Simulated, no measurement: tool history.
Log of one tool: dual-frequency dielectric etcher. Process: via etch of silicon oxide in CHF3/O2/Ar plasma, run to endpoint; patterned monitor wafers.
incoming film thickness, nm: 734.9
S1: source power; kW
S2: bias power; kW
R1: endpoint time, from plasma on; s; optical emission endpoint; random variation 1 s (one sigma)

{"run": 1, "hour": 0.0, "S1": 0.9, "S2": 0.215, "R1": 294.1}
{"run": 2, "hour": 7.6, "S1": 0.78, "S2": 0.215, "R1": 307.26}
{"run": 3, "hour": 8.4, "S1": 0.87, "S2": 0.223, "R1": 289.77}
{"run": 4, "hour": 12.3, "S1": 0.87, "S2": 0.255, "R1": 271.37}
{"run": 5, "hour": 19.1, "S1": 0.87, "S2": 0.237, "R1": 280.85}
{"run": 6, "hour": 27.3, "S1": 0.92, "S2": 0.239, "R1": 273.81}

Run 7 comes next. What will it give?
{"run": 7, "hour": 33.2, "S1": 0.96, "S2": 0.24, "R1": "?"}

Run 7 gave R1 271.30 s.
